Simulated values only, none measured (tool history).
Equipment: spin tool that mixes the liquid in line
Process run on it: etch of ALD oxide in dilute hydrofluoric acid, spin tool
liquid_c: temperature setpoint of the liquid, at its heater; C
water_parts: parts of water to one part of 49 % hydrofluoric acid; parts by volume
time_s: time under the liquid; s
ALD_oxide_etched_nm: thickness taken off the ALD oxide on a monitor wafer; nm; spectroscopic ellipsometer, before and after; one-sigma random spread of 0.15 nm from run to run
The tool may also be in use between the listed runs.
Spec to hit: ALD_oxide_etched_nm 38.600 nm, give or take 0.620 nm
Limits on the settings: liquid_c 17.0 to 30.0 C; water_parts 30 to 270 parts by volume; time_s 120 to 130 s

Run 1, hour 0.0: liquid_c 22.0 C, water_parts 150 parts by volume, time_s 120 s. Result: ALD_oxide_etched_nm 20.340 nm.
Run 2, hour 7.3: liquid_c 22.0 C, water_parts 150 parts by volume, time_s 120 s. Result: ALD_oxide_etched_nm 20.253 nm.
Run 3, hour 14.3: liquid_c 23.0 C, water_parts 145 parts by volume, time_s 120 s. Result: ALD_oxide_etched_nm 21.904 nm.
Run 4, hour 22.9: liquid_c 23.0 C, water_parts 105 parts by volume, time_s 120 s. Result: ALD_oxide_etched_nm 31.738 nm.
Run 5, hour 24.1: liquid_c 23.5 C, water_parts 105 parts by volume, time_s 120 s. Result: ALD_oxide_etched_nm 32.594 nm.
Run 6, hour 29.1: liquid_c 25.5 C, water_parts 105 parts by volume, time_s 120 s. Result: ALD_oxide_etched_nm 34.971 nm.
Run 7, hour 38.1: liquid_c 26.0 C, water_parts 105 parts by volume, time_s 120 s. Result: ALD_oxide_etched_nm 35.687 nm.
At hour 42.0: thermometer replaced.
Run 8, hour 42.0: liquid_c 26.5 C, water_parts 105 parts by volume, time_s 120 s. Result: ALD_oxide_etched_nm 33.474 nm.
Run 9, hour 47.1: liquid_c 27.0 C, water_parts 105 parts by volume, time_s 120 s. Result: ALD_oxide_etched_nm 34.015 nm.
Run 10, hour 53.3: liquid_c 27.5 C, water_parts 105 parts by volume, time_s 120 s. Result: ALD_oxide_etched_nm 34.985 nm.

Which one of the following 4 next-run settings gets every result inside its allowed miss? There is exactly one.
Run A, hour 59.5: liquid_c 28.0 C, water_parts 110 parts by volume, time_s 130 s. Result: ALD_oxide_etched_nm ?.
Run B, hour 59.5: liquid_c 28.5 C, water_parts 110 parts by volume, time_s 130 s. Result: ALD_oxide_etched_nm ?.
Run C, hour 59.5: liquid_c 29.0 C, water_parts 105 parts by volume, time_s 120 s. Result: ALD_oxide_etched_nm ?.
Run D, hour 59.5: liquid_c 28.5 C, water_parts 100 parts by volume, time_s 120 s. Result: ALD_oxide_etched_nm ?.

move  ALD_oxide_etched_nm
   A               36.528
   B               37.225
   C               36.933
   D               38.313
A: closer than the last run, but not yet in spec
B: closer than the last run, but not yet in spec
C: closer than the last run, but not yet in spec
D: each result inside its tolerance
So the answer is move D, the one that meets all the targets.
